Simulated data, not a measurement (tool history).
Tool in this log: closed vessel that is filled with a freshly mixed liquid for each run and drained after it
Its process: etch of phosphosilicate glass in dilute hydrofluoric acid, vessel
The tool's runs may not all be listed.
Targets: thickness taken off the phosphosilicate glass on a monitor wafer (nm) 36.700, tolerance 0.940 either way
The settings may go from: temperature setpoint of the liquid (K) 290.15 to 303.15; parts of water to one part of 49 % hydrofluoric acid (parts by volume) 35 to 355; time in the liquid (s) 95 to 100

| run | hour | temperature setpoint of the liquid (K) | parts of water to one part of 49 % hydrofluoric acid (parts by volume) | time in the liquid (s) | thickness taken off the phosphosilicate glass on a monitor wafer (nm) |
|---|---|---|---|---|---|
| 1 | 0.0 | 295.15 | 195 | 95 | 70.462 |
| 2 | 4.6 | 295.15 | 195 | 95 | 70.401 |
| 3 | 10.4 | 298.15 | 195 | 95 | 79.034 |
| 4 | 11.3 | 298.15 | 195 | 95 | 79.015 |
| 5 | 16.0 | 298.15 | 260 | 95 | 55.129 |
| 6 | 19.2 | 298.15 | 260 | 95 | 55.659 |
| 7 | 27.2 | 296.65 | 265 | 95 | 51.050 |
| 8 | 30.3 | 295.65 | 270 | 95 | 48.309 |
| 9 | 35.4 | 294.65 | 275 | 95 | 45.204 |
| 10 | 44.1 | 293.65 | 275 | 95 | 44.267 |
| 11 | 52.7 | 293.15 | 280 | 95 | 41.843 |
| 12 | 56.7 | 292.65 | 280 | 95 | 41.270 |
| 13 | 58.9 | 292.15 | 280 | 95 | 40.397 |
| 14 | 61.9 | 291.65 | 280 | 95 | 39.829 |
| 15 | 65.0 | 291.15 | 280 | 95 | 38.855 |

Of the 5 settings listed for the next run, only one would bring every result within its allowed miss of target. Which one?
| A | 68.1 | 295.15 | 295 | 95 | ? |
| B | 68.1 | 290.15 | 265 | 95 | ? |
| C | 68.1 | 290.65 | 280 | 100 | ? |
| D | 68.1 | 290.15 | 275 | 95 | ? |
| E | 68.1 | 291.65 | 300 | 95 | ? |

| move | thickness taken off the phosphosilicate glass on a monitor wafer (nm) |
|---|---|
| A | 42.293 |
| B | 40.172 |
| C | 40.272 |
| D | 38.381 |
| E | 36.443 |
A: moves away from the targets compared with the last run
B: moves away from the targets compared with the last run
C: moves away from the targets compared with the last run
D: gains on the last run, yet a result remains outside its allowed miss
E: all results in spec
So the answer is move E, the one that meets all the targets.
